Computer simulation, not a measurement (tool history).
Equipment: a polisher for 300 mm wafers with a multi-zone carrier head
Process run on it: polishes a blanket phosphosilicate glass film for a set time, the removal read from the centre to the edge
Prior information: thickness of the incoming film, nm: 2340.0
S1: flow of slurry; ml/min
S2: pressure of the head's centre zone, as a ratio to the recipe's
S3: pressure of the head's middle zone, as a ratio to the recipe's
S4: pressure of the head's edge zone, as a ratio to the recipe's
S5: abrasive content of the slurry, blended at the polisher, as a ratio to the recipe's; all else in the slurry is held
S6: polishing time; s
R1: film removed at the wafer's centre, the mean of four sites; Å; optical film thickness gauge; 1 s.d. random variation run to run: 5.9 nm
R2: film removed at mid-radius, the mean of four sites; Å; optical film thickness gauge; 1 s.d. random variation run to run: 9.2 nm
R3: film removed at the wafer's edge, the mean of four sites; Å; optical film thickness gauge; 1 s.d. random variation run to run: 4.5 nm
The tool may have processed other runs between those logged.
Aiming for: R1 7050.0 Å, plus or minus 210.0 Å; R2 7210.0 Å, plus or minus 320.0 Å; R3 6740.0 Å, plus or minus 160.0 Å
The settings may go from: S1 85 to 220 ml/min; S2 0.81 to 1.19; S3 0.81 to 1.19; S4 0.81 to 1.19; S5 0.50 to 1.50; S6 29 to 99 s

{"run": 1, "day": 0.0, "S1": 140, "S2": 1.0, "S3": 1.0, "S4": 1.0, "S5": 1.0, "S6": 64, "R1": 4997.9, "R2": 5303.6, "R3": 5142.9}
{"run": 2, "day": 0.142, "S1": 155, "S2": 1.03, "S3": 1.03, "S4": 1.04, "S5": 1.1, "S6": 64, "R1": 5472.3, "R2": 5582.4, "R3": 5455.9}
{"run": 3, "day": 0.25, "S1": 165, "S2": 1.04, "S3": 1.06, "S4": 1.05, "S5": 1.2, "S6": 64, "R1": 5883.5, "R2": 6092.3, "R3": 5702.1}
{"run": 4, "day": 0.325, "S1": 170, "S2": 1.04, "S3": 1.07, "S4": 1.08, "S5": 1.3, "S6": 64, "R1": 6027.8, "R2": 6510.7, "R3": 6138.6}
{"run": 5, "day": 0.475, "S1": 170, "S2": 1.04, "S3": 1.07, "S4": 1.03, "S5": 1.3, "S6": 64, "R1": 5965.2, "R2": 6511.4, "R3": 5968.3}
{"run": 6, "day": 0.762, "S1": 205, "S2": 1.04, "S3": 1.07, "S4": 1.03, "S5": 1.3, "S6": 64, "R1": 6302.0, "R2": 6666.3, "R3": 5998.1}
{"run": 7, "day": 1.121, "S1": 205, "S2": 1.05, "S3": 1.08, "S4": 1.06, "S5": 1.35, "S6": 64, "R1": 6423.6, "R2": 6706.5, "R3": 6244.0}
{"run": 8, "day": 1.458, "S1": 205, "S2": 1.07, "S3": 1.1, "S4": 1.08, "S5": 1.4, "S6": 64, "R1": 6604.2, "R2": 7036.8, "R3": 6373.2}

5 next moves are on the table. One of them brings every result within its allowed miss. Which?
{"run": "A", "day": 1.796, "S1": 220, "S2": 1.12, "S3": 1.11, "S4": 1.05, "S5": 1.35, "S6": 66, "R1": "?", "R2": "?", "R3": "?"}
{"run": "B", "day": 1.796, "S1": 200, "S2": 0.98, "S3": 1.15, "S4": 1.19, "S5": 1.45, "S6": 68, "R1": "?", "R2": "?", "R3": "?"}
{"run": "C", "day": 1.796, "S1": 205, "S2": 1.19, "S3": 1.09, "S4": 1.05, "S5": 1.4, "S6": 64, "R1": "?", "R2": "?", "R3": "?"}
{"run": "D", "day": 1.796, "S1": 210, "S2": 1.05, "S3": 1.19, "S4": 1.04, "S5": 1.4, "S6": 65, "R1": "?", "R2": "?", "R3": "?"}
{"run": "E", "day": 1.796, "S1": 220, "S2": 1.12, "S3": 1.11, "S4": 1.16, "S5": 1.35, "S6": 66, "R1": "?", "R2": "?", "R3": "?"}

move=A R1=6956.0 R2=7301.2 R3=6538.0
move=B R1=6548.1 R2=7888.5 R3=7289.4
move=C R1=7117.7 R2=7010.4 R3=6394.2
move=D R1=6565.1 R2=7706.8 R3=6471.7
move=E R1=6956.0 R2=7300.1 R3=6853.8
A: an improvement on the last run, though not all results are within tolerance
B: carries the result that was furthest off beyond its target, to the other side
C: an improvement on the last run, though not all results are within tolerance
D: neither nearer nor further off than the last run
E: all results in spec
The right move is E.
